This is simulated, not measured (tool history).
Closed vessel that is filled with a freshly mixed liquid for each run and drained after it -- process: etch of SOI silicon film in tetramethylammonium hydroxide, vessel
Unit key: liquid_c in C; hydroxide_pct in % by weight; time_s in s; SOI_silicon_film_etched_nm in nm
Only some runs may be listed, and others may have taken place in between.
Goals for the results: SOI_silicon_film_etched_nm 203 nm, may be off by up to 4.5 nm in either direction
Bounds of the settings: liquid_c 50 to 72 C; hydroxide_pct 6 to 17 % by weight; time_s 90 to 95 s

run  hour  liquid_c  hydroxide_pct  time_s  SOI_silicon_film_etched_nm
  1     0        59           11.5      90                      295.56
  2     1      57.5           11.5      90                      268.15
  3     3      56.5           11.5      90                      250.45
  4   7.4      56.5           12.5      90                      240.17
  5    15      56.5           12.5      95                      256.16
  6  18.8        56           12.5      95                      249.59
  7    26      55.5           12.5      95                      241.98
  8  32.7        55           12.5      95                      230.64
  9  36.6      54.5           12.5      95                      225.48
 10  40.2        54           12.5      95                      216.85
 11  48.6      53.5           12.5      95                      208.04

Which one of the following 4 next-run settings gets every result inside its allowed miss? There is exactly one.
  A    57        54             13      95                           ?
  B    57      53.5             13      90                           ?
  C    57      54.5             14      95                           ?
  D    57        53             13      95                           ?

move  SOI_silicon_film_etched_nm
   A                       215.2
   B                      197.34
   C                      214.52
   D                       201.6
A: further off than the last run
B: pushes the last run's worst result past its target
C: further off than the last run
D: all results in spec
D is the move that brings every result within its allowed miss.

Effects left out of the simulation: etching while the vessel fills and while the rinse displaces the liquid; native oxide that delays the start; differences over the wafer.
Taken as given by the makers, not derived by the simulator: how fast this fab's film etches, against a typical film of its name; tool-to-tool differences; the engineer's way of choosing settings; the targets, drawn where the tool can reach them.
